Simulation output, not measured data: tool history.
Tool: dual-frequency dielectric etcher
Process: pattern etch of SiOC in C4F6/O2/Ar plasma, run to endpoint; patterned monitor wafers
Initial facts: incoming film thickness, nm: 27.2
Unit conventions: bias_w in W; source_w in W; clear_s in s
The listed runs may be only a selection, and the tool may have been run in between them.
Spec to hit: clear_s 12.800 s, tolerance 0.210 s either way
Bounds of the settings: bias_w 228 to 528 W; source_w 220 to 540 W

run 1 hour=0.0 | bias_w=378 source_w=380 | clear_s=10.631
run 2 hour=4.3 | bias_w=421 source_w=380 | clear_s=10.415
run 3 hour=7.2 | bias_w=467 source_w=380 | clear_s=10.172
run 4 hour=11.6 | bias_w=411 source_w=330 | clear_s=11.076
run 5 hour=15.4 | bias_w=369 source_w=310 | clear_s=11.603
run 6 hour=19.2 | bias_w=369 source_w=380 | clear_s=10.736
run 7 hour=22.0 | bias_w=333 source_w=350 | clear_s=11.294
run 8 hour=22.6 | bias_w=307 source_w=330 | clear_s=11.664

Pick the move, out of 4, that brings all results within their allowed miss; only one does.
run A hour=23.2 | bias_w=398 source_w=370 | clear_s=?
run B hour=23.2 | bias_w=304 source_w=380 | clear_s=?
run C hour=23.2 | bias_w=230 source_w=300 | clear_s=?
run D hour=23.2 | bias_w=328 source_w=290 | clear_s=?

move=A clear_s=10.667
move=B clear_s=11.132
move=C clear_s=12.858
move=D clear_s=12.249
A: misses by more than the last run did
B: misses by more than the last run did
C: hits every target within its allowed miss
D: closes in on the targets versus the last run, not all within tolerance yet
Correct choice: C, which meets every target

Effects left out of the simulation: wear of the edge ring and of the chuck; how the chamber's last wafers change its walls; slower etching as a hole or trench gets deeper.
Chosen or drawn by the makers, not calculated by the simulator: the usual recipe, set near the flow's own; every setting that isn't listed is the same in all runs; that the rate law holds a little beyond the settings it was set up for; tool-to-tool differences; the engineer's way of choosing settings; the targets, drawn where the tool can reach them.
